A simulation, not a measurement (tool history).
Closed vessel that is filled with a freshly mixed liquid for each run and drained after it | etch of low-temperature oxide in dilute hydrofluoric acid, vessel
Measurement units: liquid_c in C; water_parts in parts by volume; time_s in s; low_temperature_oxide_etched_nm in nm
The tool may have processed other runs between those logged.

| run | hour | liquid_c | water_parts | time_s | low_temperature_oxide_etched_nm |
|---|---|---|---|---|---|
| 1 | 0.0 | 22.0 | 230 | 135 | 5.3479 |
| 2 | 1.0 | 22.0 | 270 | 135 | 4.4081 |
| 3 | 2.3 | 22.0 | 300 | 135 | 3.7866 |
| 4 | 9.0 | 22.0 | 300 | 135 | 3.9297 |
| 5 | 16.9 | 21.0 | 315 | 135 | 3.5274 |
| 6 | 25.5 | 21.0 | 280 | 135 | 4.0758 |
| 7 | 28.0 | 20.0 | 295 | 135 | 3.6314 |
| 8 | 30.1 | 19.5 | 305 | 135 | 3.4126 |
| 9 | 38.1 | 19.0 | 315 | 135 | 3.2318 |

The next listed run, before its measurement:
| 10 | 43.0 | 18.5 | 325 | 135 | ? |

low_temperature_oxide_etched_nm: 3.1032 nm
